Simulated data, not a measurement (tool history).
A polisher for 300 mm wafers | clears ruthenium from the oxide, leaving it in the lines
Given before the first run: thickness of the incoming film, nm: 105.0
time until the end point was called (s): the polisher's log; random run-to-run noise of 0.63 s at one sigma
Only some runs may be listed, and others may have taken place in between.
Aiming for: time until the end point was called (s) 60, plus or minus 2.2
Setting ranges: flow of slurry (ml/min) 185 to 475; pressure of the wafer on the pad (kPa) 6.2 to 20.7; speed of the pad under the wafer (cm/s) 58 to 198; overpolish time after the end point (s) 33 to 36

run  hour  flow of slurry (ml/min)  pressure of the wafer on the pad (kPa)  speed of the pad under the wafer (cm/s)  overpolish time after the end point (s)  time until the end point was called (s)
  1     0                      305                                    13.1                                      128                                       33                                   82.766
  2   3.2                      305                                    13.8                                      128                                       33                                   77.736
  3  10.6                      305                                    14.5                                      128                                       33                                   75.044
  4  16.4                      305                                    14.5                                      110                                       33                                   84.801
  5  20.7                      305                                    14.5                                       90                                       33                                      106
  6  29.3                      305                                    15.9                                       92                                       33                                   93.371
  7  37.7                      310                                      20                                      102                                       33                                   69.063
  8    42                      310                                      20                                      104                                       33                                   66.935

5 candidate next runs follow, results not yet known. Just one meets every target within its allowed miss. Identify it.
  A  46.3                      340                                      20                                      102                                       33                                        ?
  B  46.3                      280                                    19.3                                       96                                       33                                        ?
  C  46.3                      360                                    17.2                                      106                                       33                                        ?
  D  46.3                      230                                    20.7                                      124                                       36                                        ?
  E  46.3                      370                                    20.7                                      110                                       36                                        ?

move  time until the end point was called (s)
   A                                   68.238
   B                                   75.749
   C                                   75.529
   D                                   56.143
   E                                   61.102
A: misses by more than the last run did
B: misses by more than the last run did
C: misses by more than the last run did
D: the result that was furthest off in the last run now lies on the other side of its target
E: hits every target within its allowed miss
Move E is the one to make.

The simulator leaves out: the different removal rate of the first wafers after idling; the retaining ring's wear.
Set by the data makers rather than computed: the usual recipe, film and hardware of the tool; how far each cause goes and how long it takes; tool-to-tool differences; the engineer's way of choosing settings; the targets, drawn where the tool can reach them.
